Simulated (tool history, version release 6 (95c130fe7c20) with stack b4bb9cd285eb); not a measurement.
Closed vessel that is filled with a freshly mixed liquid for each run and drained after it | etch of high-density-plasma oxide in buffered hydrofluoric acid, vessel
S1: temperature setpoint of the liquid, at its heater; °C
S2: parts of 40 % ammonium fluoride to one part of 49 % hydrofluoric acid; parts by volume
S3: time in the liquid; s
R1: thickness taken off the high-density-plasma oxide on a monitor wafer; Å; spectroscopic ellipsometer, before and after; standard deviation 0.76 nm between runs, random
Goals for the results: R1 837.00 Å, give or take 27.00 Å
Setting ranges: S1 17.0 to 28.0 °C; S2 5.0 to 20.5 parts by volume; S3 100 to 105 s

{"run": 1, "day": 0.0, "S1": 20.0, "S2": 12.5, "S3": 100, "R1": 1368.7}
{"run": 2, "day": 0.238, "S1": 19.0, "S2": 14.0, "S3": 100, "R1": 1170.5}
{"run": 3, "day": 0.262, "S1": 19.0, "S2": 16.0, "S3": 100, "R1": 1022.9}
{"run": 4, "day": 0.625, "S1": 19.0, "S2": 16.0, "S3": 100, "R1": 1032.1}
{"run": 5, "day": 0.917, "S1": 19.0, "S2": 16.0, "S3": 100, "R1": 1021.8}
{"run": 6, "day": 1.204, "S1": 22.0, "S2": 16.0, "S3": 100, "R1": 1224.5}
{"run": 7, "day": 1.233, "S1": 20.5, "S2": 16.5, "S3": 100, "R1": 1062.7}
{"run": 8, "day": 1.5, "S1": 19.5, "S2": 17.0, "S3": 100, "R1": 1003.3}
{"run": 9, "day": 1.762, "S1": 18.5, "S2": 17.5, "S3": 100, "R1": 910.79}

Which one of the following 4 next-run settings gets every result inside its allowed miss? There is exactly one.
{"run": "A", "day": 2.025, "S1": 20.0, "S2": 18.5, "S3": 100, "R1": "?"}
{"run": "B", "day": 2.025, "S1": 17.5, "S2": 19.0, "S3": 105, "R1": "?"}
{"run": "C", "day": 2.025, "S1": 18.5, "S2": 17.0, "S3": 100, "R1": "?"}
{"run": "D", "day": 2.025, "S1": 17.5, "S2": 16.5, "S3": 105, "R1": "?"}

move=A R1=934.72
move=B R1=829.81
move=C R1=933.67
move=D R1=953.86
A: further off than the last run
B: every result within its allowed miss
C: further off than the last run
D: further off than the last run
The right move is B.

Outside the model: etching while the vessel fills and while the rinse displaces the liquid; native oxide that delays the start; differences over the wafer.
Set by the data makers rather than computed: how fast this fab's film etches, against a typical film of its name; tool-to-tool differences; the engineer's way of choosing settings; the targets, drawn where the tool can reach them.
